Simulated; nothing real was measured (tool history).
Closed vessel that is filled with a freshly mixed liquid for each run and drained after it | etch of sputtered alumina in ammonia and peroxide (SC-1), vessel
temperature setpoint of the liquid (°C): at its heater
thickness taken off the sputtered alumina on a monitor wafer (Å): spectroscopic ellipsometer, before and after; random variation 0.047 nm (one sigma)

| run | hour | temperature setpoint of the liquid (°C) | parts of 29 % ammonia solution to one part of 30 % peroxide (parts by volume) | time in the liquid (s) | thickness taken off the sputtered alumina on a monitor wafer (Å) |
|---|---|---|---|---|---|
| 1 | 0 | 62 | 1 | 30 | 56.549 |
| 2 | 1.4 | 67.5 | 1 | 30 | 73.95 |
| 3 | 9.4 | 60.5 | 1 | 30 | 52.352 |
| 4 | 14.3 | 60.5 | 1 | 30 | 52.973 |
| 5 | 19.8 | 60.5 | 1 | 30 | 51.804 |
| 6 | 23.5 | 61.5 | 1 | 30 | 54.742 |
| 7 | 25.2 | 62 | 1 | 30 | 56.664 |
| 8 | 26.2 | 62.5 | 1 | 30 | 57.562 |
| 9 | 29.2 | 63 | 1 | 30 | 59.918 |

The next listed run, before its measurement:
| 10 | 34.8 | 63 | 1 | 30 | ? |

Run 10 gave thickness taken off the sputtered alumina on a monitor wafer (Å) 60.168.
